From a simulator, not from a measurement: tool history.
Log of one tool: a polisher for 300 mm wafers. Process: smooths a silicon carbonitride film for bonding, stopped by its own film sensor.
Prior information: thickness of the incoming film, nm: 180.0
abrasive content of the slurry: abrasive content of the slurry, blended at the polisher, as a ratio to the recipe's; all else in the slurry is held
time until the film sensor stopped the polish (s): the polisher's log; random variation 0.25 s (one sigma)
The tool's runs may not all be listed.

run,day,flow of slurry (ml/min),pressure of the wafer on the pad (psi),speed of the pad under the wafer (m/s),abrasive content of the slurry,target thickness at which the film sensor stops the polish (nm),time until the film sensor stopped the polish (s)
1,0,215,2.3,1.14,1,165,42.008
2,0.312,220,2.6,1.14,1,165,38.524
3,0.583,220,2.6,1.14,0.85,165,40.322
4,0.738,220,2.6,1.14,0.7,165,43.129
5,1.104,220,2.6,1.3,0.7,165,39.564
6,1.479,220,2.6,1.12,0.7,165,43.581
7,1.596,220,2.9,1.12,0.7,165,40.086

Forecast run 8:
8,1.662,225,3.1,1.16,0.7,165,?

Run 8 produced time until the film sensor stopped the polish (s) 36.49.
